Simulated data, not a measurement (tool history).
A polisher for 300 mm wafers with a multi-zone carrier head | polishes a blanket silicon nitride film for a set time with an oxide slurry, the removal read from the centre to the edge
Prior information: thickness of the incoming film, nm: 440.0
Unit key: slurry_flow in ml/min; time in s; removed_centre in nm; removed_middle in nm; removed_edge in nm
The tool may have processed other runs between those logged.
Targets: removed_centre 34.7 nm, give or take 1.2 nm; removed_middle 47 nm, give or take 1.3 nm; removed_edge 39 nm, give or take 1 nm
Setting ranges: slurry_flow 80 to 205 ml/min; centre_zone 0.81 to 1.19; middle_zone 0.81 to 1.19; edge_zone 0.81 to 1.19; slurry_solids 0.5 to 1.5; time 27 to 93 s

{"run": 1, "hour": 0.0, "slurry_flow": 135, "centre_zone": 1, "middle_zone": 1, "edge_zone": 1, "slurry_solids": 1, "time": 59, "removed_centre": 42.038, "removed_middle": 42.9, "removed_edge": 41.749}
{"run": 2, "hour": 7.7, "slurry_flow": 135, "centre_zone": 1, "middle_zone": 1, "edge_zone": 1, "slurry_solids": 0.85, "time": 59, "removed_centre": 38.728, "removed_middle": 38.923, "removed_edge": 38.29}
{"run": 3, "hour": 16.5, "slurry_flow": 135, "centre_zone": 0.99, "middle_zone": 1.02, "edge_zone": 1, "slurry_solids": 0.85, "time": 59, "removed_centre": 38.285, "removed_middle": 39.574, "removed_edge": 38.061}
{"run": 4, "hour": 20.0, "slurry_flow": 135, "centre_zone": 0.98, "middle_zone": 1.04, "edge_zone": 1, "slurry_solids": 0.85, "time": 59, "removed_centre": 37.495, "removed_middle": 39.757, "removed_edge": 37.984}
{"run": 5, "hour": 22.6, "slurry_flow": 135, "centre_zone": 0.91, "middle_zone": 1.04, "edge_zone": 1, "slurry_solids": 0.85, "time": 59, "removed_centre": 34.634, "removed_middle": 40.691, "removed_edge": 38.12}
{"run": 6, "hour": 25.5, "slurry_flow": 135, "centre_zone": 0.91, "middle_zone": 1.07, "edge_zone": 1, "slurry_solids": 0.85, "time": 59, "removed_centre": 34.373, "removed_middle": 40.615, "removed_edge": 37.946}
{"run": 7, "hour": 30.8, "slurry_flow": 170, "centre_zone": 0.82, "middle_zone": 1.17, "edge_zone": 0.91, "slurry_solids": 0.95, "time": 59, "removed_centre": 35.163, "removed_middle": 50.025, "removed_edge": 40.528}
{"run": 8, "hour": 36.0, "slurry_flow": 160, "centre_zone": 0.83, "middle_zone": 1.15, "edge_zone": 0.9, "slurry_solids": 0.95, "time": 59, "removed_centre": 34.935, "removed_middle": 48.634, "removed_edge": 39.362}

Next run, 4 choices. One meets every target within its allowed miss, the rest don't. Which?
{"run": "A", "hour": 41.2, "slurry_flow": 175, "centre_zone": 0.81, "middle_zone": 1.19, "edge_zone": 0.88, "slurry_solids": 0.8, "time": 65, "removed_centre": "?", "removed_middle": "?", "removed_edge": "?"}
{"run": "B", "hour": 41.2, "slurry_flow": 170, "centre_zone": 0.81, "middle_zone": 1.19, "edge_zone": 0.84, "slurry_solids": 1.05, "time": 57, "removed_centre": "?", "removed_middle": "?", "removed_edge": "?"}
{"run": "C", "hour": 41.2, "slurry_flow": 135, "centre_zone": 0.86, "middle_zone": 1.17, "edge_zone": 0.94, "slurry_solids": 0.9, "time": 60, "removed_centre": "?", "removed_middle": "?", "removed_edge": "?"}
{"run": "D", "hour": 41.2, "slurry_flow": 120, "centre_zone": 0.81, "middle_zone": 1.16, "edge_zone": 0.87, "slurry_solids": 1.25, "time": 56, "removed_centre": "?", "removed_middle": "?", "removed_edge": "?"}

move=A removed_centre=34.945 removed_middle=49.845 removed_edge=39.297
move=B removed_centre=35.779 removed_middle=51.068 removed_edge=39.478
move=C removed_centre=34.862 removed_middle=46.406 removed_edge=38.836
move=D removed_centre=35.216 removed_middle=49.636 removed_edge=40.71
A: moves away from the targets compared with the last run
B: moves away from the targets compared with the last run
C: every result within its allowed miss
D: moves away from the targets compared with the last run
Go with C: it meets all targets.

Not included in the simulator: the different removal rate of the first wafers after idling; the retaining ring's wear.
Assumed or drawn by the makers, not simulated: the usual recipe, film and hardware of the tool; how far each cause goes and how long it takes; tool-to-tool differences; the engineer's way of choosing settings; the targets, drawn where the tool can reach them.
